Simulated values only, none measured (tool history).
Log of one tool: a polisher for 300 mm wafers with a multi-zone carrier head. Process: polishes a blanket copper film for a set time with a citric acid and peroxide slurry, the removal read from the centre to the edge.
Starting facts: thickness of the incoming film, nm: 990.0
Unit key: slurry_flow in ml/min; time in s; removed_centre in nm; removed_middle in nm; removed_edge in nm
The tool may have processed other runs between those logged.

| run | day | slurry_flow | centre_zone | middle_zone | edge_zone | slurry_solids | time | removed_centre | removed_middle | removed_edge |
|---|---|---|---|---|---|---|---|---|---|---|
| 1 | 0 | 285 | 1 | 1 | 1 | 1 | 64 | 170.46 | 171.95 | 181.45 |
| 2 | 0.35 | 285 | 1 | 1 | 1 | 1 | 74 | 197.55 | 201.48 | 212.04 |
| 3 | 0.45 | 285 | 1 | 1 | 1 | 1 | 87 | 232.09 | 233.21 | 246.58 |
| 4 | 0.521 | 280 | 1.02 | 0.97 | 0.95 | 0.85 | 70 | 180.37 | 174.98 | 184.96 |
| 5 | 0.754 | 310 | 1.02 | 0.97 | 0.95 | 0.85 | 70 | 183.32 | 176.92 | 187.54 |
| 6 | 0.838 | 310 | 1.02 | 1.01 | 0.95 | 0.85 | 70 | 183.29 | 184.43 | 185.77 |
|  | 1.004 | edge zone pressure recalibrated |
| 7 | 1.004 | 305 | 1.03 | 0.98 | 0.92 | 0.75 | 59 | 150.13 | 142.05 | 142.08 |
| 8 | 1.238 | 295 | 1.01 | 0.94 | 0.89 | 0.65 | 56 | 132.07 | 128.01 | 123.59 |
| 9 | 1.479 | 265 | 1.02 | 0.84 | 0.97 | 0.5 | 45 | 94.997 | 82.792 | 96.864 |
| 10 | 1.688 | 295 | 1.03 | 0.86 | 0.96 | 0.5 | 45 | 99.573 | 85.999 | 96.336 |
| 11 | 2.021 | 310 | 1.03 | 0.88 | 0.97 | 0.5 | 45 | 98.432 | 88.006 | 96.893 |

For run 12, what comes out?
| 12 | 2.221 | 310 | 1.04 | 0.9 | 0.97 | 0.5 | 45 | ? | ? | ? |

{"run 12": {"removed_centre": 100.06, "removed_middle": 89.58, "removed_edge": 96.733}}

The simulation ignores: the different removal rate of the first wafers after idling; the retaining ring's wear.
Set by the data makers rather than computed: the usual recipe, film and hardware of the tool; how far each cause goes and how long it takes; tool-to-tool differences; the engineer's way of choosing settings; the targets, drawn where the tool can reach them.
